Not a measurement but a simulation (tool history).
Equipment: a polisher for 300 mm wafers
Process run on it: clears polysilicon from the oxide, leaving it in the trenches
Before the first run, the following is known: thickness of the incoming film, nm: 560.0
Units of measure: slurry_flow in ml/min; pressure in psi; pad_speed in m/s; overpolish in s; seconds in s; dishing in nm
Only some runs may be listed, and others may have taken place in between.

run,hour,slurry_flow,pressure,pad_speed,overpolish,seconds,dishing
1,0,155,2.1,1.22,10,50.397,44.923
2,3.1,155,2.4,1.22,10,43.74,45.795
3,7.2,140,2.5,1.02,8,51.198,41.871
4,15.9,140,2.7,1.02,8,45.36,41.955
5,24.3,140,2.4,1.02,8,53.681,39.922
6,29.5,140,2.2,1.02,8,57.346,38.941
7,38.5,125,2.3,0.88,7,64.384,34.891
8,46.8,115,2.4,0.78,6,70.3,30.109
9,55.7,110,2.6,0.72,5,70.88,27.249
10,61.5,105,2.8,0.66,4,74.184,22.615

What does the tool deliver on the next run?
11,62.8,105,2.9,0.68,4,?,?

{"run 11": {"seconds": 69.121, "dishing": 23.747}}
